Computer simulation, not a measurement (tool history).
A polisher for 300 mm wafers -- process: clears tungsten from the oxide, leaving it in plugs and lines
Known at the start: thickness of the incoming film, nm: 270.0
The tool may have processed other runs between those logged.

run	hour	flow of slurry (ml/min)	pressure of the wafer on the pad (kPa)	speed of the pad under the wafer (m/s)	abrasive content of the slurry	overpolish time after the end point (s)	time until the end point was called (s)
1	0	270	30.3	1.26	1	8	32.068
2	5.6	270	27.6	1.26	1	8	34.506
3	9.5	270	24.8	1.26	1	8	38.375
4	18	310	24.8	1.26	1	8	37.504
5	23.3	310	20.7	1.26	1	8	44.05
6	28.3	310	20	1.26	1	8	46.485

Run 7, settings as shown, results not yet in. Your forecast:
7	35.4	310	19.3	1.26	1	8	?

time until the end point was called (s): 46.825
